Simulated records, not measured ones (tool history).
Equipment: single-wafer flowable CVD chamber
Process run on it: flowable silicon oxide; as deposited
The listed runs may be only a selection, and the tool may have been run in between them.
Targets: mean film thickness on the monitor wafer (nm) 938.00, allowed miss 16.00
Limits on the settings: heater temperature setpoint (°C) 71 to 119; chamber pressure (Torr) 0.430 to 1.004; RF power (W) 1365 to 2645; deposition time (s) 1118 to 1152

run    day  heater temperature setpoint (°C)  chamber pressure (Torr)  RF power (W)  deposition time (s)  mean film thickness on the monitor wafer (nm)
  1  0.000                                95                    0.717          2005                 1118                                         680.26
  2  0.183                                95                    0.802          2005                 1118                                         764.05
  3  0.508                                95                    0.802          2005                 1118                                         758.75
  4  0.671                                95                    0.802          1825                 1118                                         730.91
  5  0.938                                95                    0.802          1695                 1118                                         713.56
  6  1.021                                95                    0.802          1445                 1118                                         655.19
  7  1.350                                93                    0.802          1445                 1118                                         694.61
  8  1.421                                92                    0.802          1445                 1118                                         714.09
  9  1.546                                91                    0.802          1445                 1118                                         736.71
 10  1.738                                90                    0.802          1445                 1118                                         758.54
     2.058  -- RF generator calibrated
 11  2.058                                89                    0.802          1445                 1118                                         808.34
 12  2.250                                88                    0.802          1445                 1118                                         836.45
 13  2.579                                86                    0.802          1445                 1118                                         874.83
 14  2.662                                85                    0.802          1445                 1118                                         899.48
 15  2.867                                84                    0.802          1445                 1118                                         920.25

5 next moves are on the table. One of them brings every result within its allowed miss. Which?
  A  3.071                                86                    0.737          1740                 1138                                              ?
  B  3.071                                86                    0.854          1400                 1145                                              ?
  C  3.071                                80                    0.714          1445                 1118                                              ?
  D  3.071                                89                    0.856          1575                 1118                                              ?
  E  3.071                                80                    0.678          1555                 1118                                              ?

move  mean film thickness on the monitor wafer (nm)
   A                                         893.45
   B                                         933.05
   C                                         914.55
   D                                         899.66
   E                                         903.06
A: the biggest miss grows against the last run
B: meets every target
C: the biggest miss grows against the last run
D: the biggest miss grows against the last run
E: the biggest miss grows against the last run
B is the move that brings every result within its allowed miss.

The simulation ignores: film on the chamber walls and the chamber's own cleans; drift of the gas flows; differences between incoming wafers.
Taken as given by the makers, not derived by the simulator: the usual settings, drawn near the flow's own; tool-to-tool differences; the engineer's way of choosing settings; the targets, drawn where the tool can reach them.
